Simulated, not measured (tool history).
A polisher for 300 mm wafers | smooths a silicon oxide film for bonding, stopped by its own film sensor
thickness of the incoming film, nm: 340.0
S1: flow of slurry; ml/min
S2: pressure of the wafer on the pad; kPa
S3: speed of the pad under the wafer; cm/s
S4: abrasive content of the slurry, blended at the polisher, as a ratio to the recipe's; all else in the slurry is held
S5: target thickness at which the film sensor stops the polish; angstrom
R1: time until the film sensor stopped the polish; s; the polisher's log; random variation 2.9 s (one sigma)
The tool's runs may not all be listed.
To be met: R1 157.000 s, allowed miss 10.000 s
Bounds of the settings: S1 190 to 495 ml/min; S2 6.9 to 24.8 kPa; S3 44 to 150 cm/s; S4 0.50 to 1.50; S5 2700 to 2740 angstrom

| run | day | S1 | S2 | S3 | S4 | S5 | R1 |
|---|---|---|---|---|---|---|---|
| 1 | 0.000 | 320 | 15.9 | 96 | 1.00 | 2740 | 98.083 |
| 2 | 0.033 | 320 | 15.9 | 96 | 0.90 | 2740 | 107.450 |
| 3 | 0.158 | 320 | 17.2 | 96 | 0.90 | 2740 | 96.495 |
| 4 | 0.450 | 320 | 17.2 | 96 | 0.90 | 2740 | 101.150 |
| 5 | 0.729 | 320 | 16.5 | 94 | 0.90 | 2740 | 101.910 |
| 6 | 0.758 | 320 | 16.5 | 78 | 0.90 | 2740 | 115.160 |
| 7 | 0.938 | 320 | 15.9 | 78 | 0.90 | 2740 | 120.720 |
| 8 | 1.283 | 320 | 15.2 | 78 | 0.90 | 2740 | 122.670 |
| 9 | 1.321 | 320 | 14.5 | 76 | 0.90 | 2740 | 132.090 |
| 10 | 1.446 | 320 | 13.8 | 76 | 0.90 | 2740 | 139.310 |

5 next moves are on the table. One of them brings every result within its allowed miss. Which?
| A | 1.571 | 360 | 16.5 | 122 | 0.60 | 2740 | ? |
| B | 1.571 | 315 | 13.1 | 80 | 1.00 | 2720 | ? |
| C | 1.571 | 335 | 13.8 | 82 | 1.10 | 2740 | ? |
| D | 1.571 | 315 | 16.5 | 70 | 0.95 | 2720 | ? |
| E | 1.571 | 380 | 9.7 | 86 | 1.15 | 2740 | ? |

| move | R1 |
|---|---|
| A | 124.160 |
| B | 135.960 |
| C | 116.440 |
| D | 121.170 |
| E | 154.120 |
A: further off than the last run
B: further off than the last run
C: further off than the last run
D: further off than the last run
E: meets every target
Answer: E

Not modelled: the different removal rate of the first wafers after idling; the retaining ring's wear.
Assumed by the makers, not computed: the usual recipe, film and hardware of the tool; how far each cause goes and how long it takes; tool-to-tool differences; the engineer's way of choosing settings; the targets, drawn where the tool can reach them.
